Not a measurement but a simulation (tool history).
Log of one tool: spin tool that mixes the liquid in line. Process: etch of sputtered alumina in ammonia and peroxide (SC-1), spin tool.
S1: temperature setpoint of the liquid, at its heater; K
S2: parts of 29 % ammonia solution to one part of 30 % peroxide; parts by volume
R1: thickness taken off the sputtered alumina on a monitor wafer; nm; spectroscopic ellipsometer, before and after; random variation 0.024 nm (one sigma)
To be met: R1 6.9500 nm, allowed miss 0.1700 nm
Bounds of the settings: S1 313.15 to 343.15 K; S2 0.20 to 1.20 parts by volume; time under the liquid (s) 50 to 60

{"run": 1, "hour": 0.0, "S1": 329.15, "S2": 1.0, "time under the liquid (s)": 60, "R1": 5.4931}
{"run": 2, "hour": 1.7, "S1": 329.15, "S2": 1.0, "time under the liquid (s)": 60, "R1": 5.4833}
{"run": 3, "hour": 5.3, "S1": 329.15, "S2": 1.0, "time under the liquid (s)": 60, "R1": 5.4675}
{"run": 4, "hour": 7.8, "S1": 330.65, "S2": 1.0, "time under the liquid (s)": 60, "R1": 5.9315}
{"run": 5, "hour": 10.0, "S1": 331.65, "S2": 1.0, "time under the liquid (s)": 60, "R1": 6.2258}
{"run": 6, "hour": 18.1, "S1": 332.15, "S2": 1.0, "time under the liquid (s)": 60, "R1": 6.4202}
{"run": 7, "hour": 24.0, "S1": 332.65, "S2": 1.0, "time under the liquid (s)": 60, "R1": 6.6053}
{"run": 8, "hour": 25.3, "S1": 333.15, "S2": 1.0, "time under the liquid (s)": 60, "R1": 6.7522}

5 next moves are on the table. One of them brings every result within its allowed miss. Which?
{"run": "A", "hour": 26.6, "S1": 334.15, "S2": 1.05, "time under the liquid (s)": 55, "R1": "?"}
{"run": "B", "hour": 26.6, "S1": 335.65, "S2": 1.15, "time under the liquid (s)": 50, "R1": "?"}
{"run": "C", "hour": 26.6, "S1": 333.15, "S2": 0.8, "time under the liquid (s)": 60, "R1": "?"}
{"run": "D", "hour": 26.6, "S1": 332.65, "S2": 0.95, "time under the liquid (s)": 60, "R1": "?"}
{"run": "E", "hour": 26.6, "S1": 333.65, "S2": 0.95, "time under the liquid (s)": 60, "R1": "?"}

move=A R1=6.5489
move=B R1=6.4798
move=C R1=6.6151
move=D R1=6.5531
move=E R1=6.8983
A: further off than the last run
B: further off than the last run
C: further off than the last run
D: further off than the last run
E: meets every target
Answer: E
